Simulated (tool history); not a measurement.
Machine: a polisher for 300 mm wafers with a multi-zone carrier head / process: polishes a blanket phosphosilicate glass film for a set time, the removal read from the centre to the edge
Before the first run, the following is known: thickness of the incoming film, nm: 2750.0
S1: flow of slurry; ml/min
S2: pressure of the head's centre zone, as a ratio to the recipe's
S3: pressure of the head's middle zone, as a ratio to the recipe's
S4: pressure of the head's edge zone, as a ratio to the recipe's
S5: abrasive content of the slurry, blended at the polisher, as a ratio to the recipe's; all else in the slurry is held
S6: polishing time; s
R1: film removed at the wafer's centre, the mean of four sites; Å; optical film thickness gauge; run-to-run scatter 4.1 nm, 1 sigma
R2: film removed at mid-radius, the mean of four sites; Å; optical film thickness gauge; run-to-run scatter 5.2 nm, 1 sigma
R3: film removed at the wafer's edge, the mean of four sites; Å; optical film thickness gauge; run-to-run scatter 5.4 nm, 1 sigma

| run | day | S1 | S2 | S3 | S4 | S5 | S6 | R1 | R2 | R3 |
|---|---|---|---|---|---|---|---|---|---|---|
| 1 | 0 | 300 | 1 | 1 | 1 | 1 | 65 | 8513.3 | 8614.3 | 8478.2 |
| 2 | 0.029 | 300 | 1 | 0.98 | 0.96 | 0.85 | 60 | 7122.7 | 7029.1 | 7171.7 |
| 3 | 0.392 | 310 | 1.02 | 1 | 0.92 | 0.75 | 56 | 6325.6 | 6348.6 | 5895.8 |
| 4 | 0.429 | 310 | 1.02 | 1.07 | 0.92 | 0.75 | 56 | 6263.4 | 6562.5 | 5840.5 |
| 5 | 0.508 | 305 | 1.02 | 1.02 | 0.9 | 0.65 | 55 | 5533.7 | 5600.8 | 5164.9 |
| 6 | 0.683 | 305 | 0.94 | 1.02 | 0.9 | 0.65 | 55 | 5182.6 | 5638.8 | 5135.9 |
| 7 | 1.025 | 290 | 0.95 | 0.98 | 0.87 | 0.65 | 55 | 5298.9 | 5525.9 | 5020 |
| 8 | 1.296 | 285 | 0.95 | 0.94 | 0.86 | 0.65 | 55 | 5256.7 | 5202.9 | 5079 |
|  | 1.346 | slurry nozzle cleaned |
| 9 | 1.346 | 280 | 0.95 | 0.93 | 0.84 | 0.65 | 55 | 5462.5 | 5357 | 5116.4 |
| 10 | 1.662 | 280 | 0.95 | 0.92 | 0.83 | 0.65 | 55 | 5440.8 | 5245.3 | 4987.7 |
| 11 | 1.692 | 275 | 0.94 | 0.91 | 0.82 | 0.65 | 55 | 5257.2 | 5230.9 | 4930.5 |
| 12 | 1.925 | 270 | 0.94 | 0.9 | 0.82 | 0.65 | 55 | 5317.6 | 5214.1 | 5018.5 |
| 13 | 2.283 | 275 | 0.94 | 0.89 | 0.82 | 0.65 | 55 | 5319.8 | 5197.3 | 5104 |
| 14 | 2.454 | 235 | 0.97 | 0.89 | 0.81 | 0.55 | 55 | 4714.8 | 4449.8 | 4212.3 |
| 15 | 2.821 | 255 | 0.97 | 0.89 | 0.81 | 0.55 | 55 | 4772 | 4381.7 | 4324.9 |
| 16 | 2.983 | 280 | 0.97 | 0.9 | 0.81 | 0.55 | 55 | 4751.2 | 4599.7 | 4390.8 |

Run 17 is up next; what results do you expect?
| 17 | 3.304 | 290 | 0.98 | 0.9 | 0.82 | 0.55 | 55 | ? | ? | ? |

R1: 4817.1 Å
R2: 4538.7 Å
R3: 4372.9 Å
